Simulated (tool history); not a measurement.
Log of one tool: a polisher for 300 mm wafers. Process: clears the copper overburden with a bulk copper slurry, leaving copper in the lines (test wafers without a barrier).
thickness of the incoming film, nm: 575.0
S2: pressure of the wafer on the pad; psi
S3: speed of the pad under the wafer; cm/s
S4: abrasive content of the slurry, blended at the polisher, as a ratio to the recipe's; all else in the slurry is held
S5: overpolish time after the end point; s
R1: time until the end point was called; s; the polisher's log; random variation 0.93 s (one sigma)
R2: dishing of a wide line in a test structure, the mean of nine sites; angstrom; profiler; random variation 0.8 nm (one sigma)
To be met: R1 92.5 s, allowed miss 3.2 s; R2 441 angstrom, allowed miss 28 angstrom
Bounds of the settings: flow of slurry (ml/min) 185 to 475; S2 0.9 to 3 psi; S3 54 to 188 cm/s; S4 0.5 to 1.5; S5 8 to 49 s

Run 1, day 0: flow of slurry (ml/min) 305, S2 1.9 psi, S3 120 cm/s, S4 1, S5 25 s. Result: R1 105.8 s, R2 684.24 angstrom.
Run 2, day 0.292: flow of slurry (ml/min) 305, S2 1.9 psi, S3 120 cm/s, S4 1, S5 21 s. Result: R1 105.53 s, R2 617.43 angstrom.
Run 3, day 0.608: flow of slurry (ml/min) 305, S2 1.9 psi, S3 120 cm/s, S4 1.15, S5 21 s. Result: R1 102.2 s, R2 628.13 angstrom.
Run 4, day 0.642: flow of slurry (ml/min) 300, S2 1.8 psi, S3 126 cm/s, S4 1.25, S5 17 s. Result: R1 100.4 s, R2 540.19 angstrom.
Run 5, day 0.762: flow of slurry (ml/min) 300, S2 1.8 psi, S3 128 cm/s, S4 1.3, S5 14 s. Result: R1 99.477 s, R2 468.96 angstrom.
Run 6, day 1.021: flow of slurry (ml/min) 235, S2 1.8 psi, S3 128 cm/s, S4 1.3, S5 14 s. Result: R1 102.13 s, R2 478.85 angstrom.
Run 7, day 1.342: flow of slurry (ml/min) 245, S2 1.8 psi, S3 128 cm/s, S4 1.3, S5 13 s. Result: R1 103.02 s, R2 455.5 angstrom.
Run 8, day 1.662: flow of slurry (ml/min) 260, S2 1.8 psi, S3 128 cm/s, S4 1.3, S5 12 s. Result: R1 101.57 s, R2 442.97 angstrom.
Run 9, day 1.712: flow of slurry (ml/min) 270, S2 1.8 psi, S3 128 cm/s, S4 1.3, S5 11 s. Result: R1 100.9 s, R2 399.59 angstrom.
Run 10, day 1.9: flow of slurry (ml/min) 280, S2 1.8 psi, S3 128 cm/s, S4 1.3, S5 11 s. Result: R1 99.67 s, R2 408.82 angstrom.
Run 11, day 1.942: flow of slurry (ml/min) 290, S2 1.8 psi, S3 128 cm/s, S4 1.3, S5 11 s. Result: R1 99.245 s, R2 405.48 angstrom.
Run 12, day 2.288: flow of slurry (ml/min) 295, S2 1.8 psi, S3 128 cm/s, S4 1.3, S5 11 s. Result: R1 98.807 s, R2 418.67 angstrom.
Run 13, day 2.638: flow of slurry (ml/min) 305, S2 1.8 psi, S3 128 cm/s, S4 1.3, S5 11 s. Result: R1 98.354 s, R2 421.96 angstrom.
Run 14, day 2.708: flow of slurry (ml/min) 315, S2 1.8 psi, S3 128 cm/s, S4 1.3, S5 11 s. Result: R1 99.53 s, R2 413.17 angstrom.

Which of these 5 next moves meets every target?
Run A, day 2.779: flow of slurry (ml/min) 340, S2 1.4 psi, S3 146 cm/s, S4 1.4, S5 13 s. Result: R1 ?, R2 ?.
Run B, day 2.779: flow of slurry (ml/min) 335, S2 1.6 psi, S3 146 cm/s, S4 0.85, S5 12 s. Result: R1 ?, R2 ?.
Run C, day 2.779: flow of slurry (ml/min) 425, S2 1.9 psi, S3 98 cm/s, S4 1.3, S5 11 s. Result: R1 ?, R2 ?.
Run D, day 2.779: flow of slurry (ml/min) 330, S2 1.7 psi, S3 140 cm/s, S4 1.45, S5 12 s. Result: R1 ?, R2 ?.
Run E, day 2.779: flow of slurry (ml/min) 320, S2 1.5 psi, S3 122 cm/s, S4 1.2, S5 12 s. Result: R1 ?, R2 ?.

move      R1      R2
   A     105  436.19
   B  105.94  412.43
   C  112.03   373.6
   D  94.576   449.6
   E  118.12  378.74
A: further off than the last run
B: further off than the last run
C: further off than the last run
D: meets every target
E: further off than the last run
The right move is D.
